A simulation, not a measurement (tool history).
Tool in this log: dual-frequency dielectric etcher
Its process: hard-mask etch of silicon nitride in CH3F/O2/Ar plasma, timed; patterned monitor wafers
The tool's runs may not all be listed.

run  hour  source power (kW)  bias power (kW)  etch time (s)  mean etch depth across the wafer (nm)
  1     0               0.47            0.055             90                                 55.369
  2   3.8               0.47            0.055           81.5                                 50.049
  3  10.7               0.47            0.055             90                                 55.361
  4  17.5               0.47            0.055           81.5                                 50.402
       25  -- bias power generator calibrated
  5    25               0.52            0.062           83.5                                 56.522
  6  33.2               0.56            0.065             84                                 59.488

What will run 7 give?
  7  35.4               0.59            0.068           84.5                                      ?

{"run 7": {"mean etch depth across the wafer (nm)": 61.631}}
